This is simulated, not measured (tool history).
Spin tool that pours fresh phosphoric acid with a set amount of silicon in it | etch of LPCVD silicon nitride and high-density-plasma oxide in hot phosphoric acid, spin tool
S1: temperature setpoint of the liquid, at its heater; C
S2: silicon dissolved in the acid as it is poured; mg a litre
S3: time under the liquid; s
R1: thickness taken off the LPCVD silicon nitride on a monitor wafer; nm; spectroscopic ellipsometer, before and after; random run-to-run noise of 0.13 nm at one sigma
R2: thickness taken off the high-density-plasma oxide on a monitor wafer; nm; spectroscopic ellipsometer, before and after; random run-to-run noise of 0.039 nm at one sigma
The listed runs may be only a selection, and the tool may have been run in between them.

run	hour	S1	S2	S3	R1	R2
1	0	163	12	180	18.253	0.53749
2	4.1	162	12	180	17.915	0.46043
3	7.7	162	12	120	12.017	0.30068
4	14.9	162	12	175	17.399	0.45058
5	21.9	160	12	175	16.21	0.41431
6	26.2	160	6.5	175	16.228	0.45835
7	29.5	162.5	13.5	195	19.671	0.51982
8	31.2	165	21	245	26.882	0.6242
9	37.9	165.5	22.5	245	27.083	0.61177
10	39.3	166	23.5	245	27.786	0.60505
11	45.8	166	24	245	27.68	0.65247

Run 12 is up next; what results do you expect?
12	49	166	25	245	?	?

{"run 12": {"R1": 27.637, "R2": 0.61071}}
